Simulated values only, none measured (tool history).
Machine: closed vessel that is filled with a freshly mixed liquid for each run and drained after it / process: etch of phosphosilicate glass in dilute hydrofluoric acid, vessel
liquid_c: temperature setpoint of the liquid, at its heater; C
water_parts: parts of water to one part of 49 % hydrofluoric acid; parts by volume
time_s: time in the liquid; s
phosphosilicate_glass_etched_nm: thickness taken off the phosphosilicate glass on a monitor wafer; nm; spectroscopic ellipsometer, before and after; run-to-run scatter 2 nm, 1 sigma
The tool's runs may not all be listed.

run  hour  liquid_c  water_parts  time_s  phosphosilicate_glass_etched_nm
  1     0        24           70     105                           305.31
  2   4.9        24           70     115                           334.19
  3  10.1        21           70     115                           295.46
  4  13.2        24           65     115                           362.72
  5  15.3        26           60     115                           425.27
  6  20.9      27.5           55     115                           498.51
  7  22.9      28.5           55     115                           518.36

Run 8 comes next. What will it give?
  8  26.4      29.5           55     115                                ?

phosphosilicate_glass_etched_nm: 539.85 nm

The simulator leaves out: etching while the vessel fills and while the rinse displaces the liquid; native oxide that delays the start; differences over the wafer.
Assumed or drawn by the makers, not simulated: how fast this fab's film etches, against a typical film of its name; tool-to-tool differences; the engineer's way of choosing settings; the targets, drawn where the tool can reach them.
